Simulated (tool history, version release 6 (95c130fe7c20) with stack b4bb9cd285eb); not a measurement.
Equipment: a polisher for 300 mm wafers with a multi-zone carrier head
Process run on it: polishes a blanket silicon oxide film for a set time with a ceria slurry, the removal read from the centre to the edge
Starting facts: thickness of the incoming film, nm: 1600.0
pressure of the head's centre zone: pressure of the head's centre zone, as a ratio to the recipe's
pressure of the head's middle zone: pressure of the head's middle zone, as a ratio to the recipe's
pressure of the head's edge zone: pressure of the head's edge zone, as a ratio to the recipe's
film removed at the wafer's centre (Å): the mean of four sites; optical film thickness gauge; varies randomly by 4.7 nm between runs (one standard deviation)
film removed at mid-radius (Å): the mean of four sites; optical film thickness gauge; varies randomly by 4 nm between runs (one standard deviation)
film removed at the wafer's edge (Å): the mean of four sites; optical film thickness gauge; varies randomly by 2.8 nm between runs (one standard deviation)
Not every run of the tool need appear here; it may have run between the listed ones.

run  hour  flow of slurry (ml/min)  pressure of the head's centre zone  pressure of the head's middle zone  pressure of the head's edge zone  polishing time (s)  film removed at the wafer's centre (Å)  film removed at mid-radius (Å)  film removed at the wafer's edge (Å)
  1   0.0                      130                                1.00                                1.00                              1.00                  61                                  2699.1                          2632.0                                2649.4
  2   4.5                      135                                1.01                                1.00                              1.02                  63                                  2828.1                          2776.8                                2816.1
  3   8.6                      135                                1.01                                1.00                              0.97                  63                                  2834.5                          2726.3                                2739.8
  4   9.3                      140                                1.03                                1.00                              0.99                  64                                  2944.1                          2775.0                                2838.6
  5  14.3                      140                                1.03                                1.09                              0.99                  64                                  2946.8                          3005.1                                2849.7
  6  17.2                      115                                1.03                                1.09                              0.99                  64                                  2755.7                          2876.6                                2739.8

The next listed run, before its measurement:
  7  20.2                      125                                1.05                                1.08                              1.02                  65                                       ?                               ?                                     ?

{"run 7": {"film removed at the wafer's centre (Å)": 2969.6, "film removed at mid-radius (Å)": 2900.1, "film removed at the wafer's edge (Å)": 2862.0}}

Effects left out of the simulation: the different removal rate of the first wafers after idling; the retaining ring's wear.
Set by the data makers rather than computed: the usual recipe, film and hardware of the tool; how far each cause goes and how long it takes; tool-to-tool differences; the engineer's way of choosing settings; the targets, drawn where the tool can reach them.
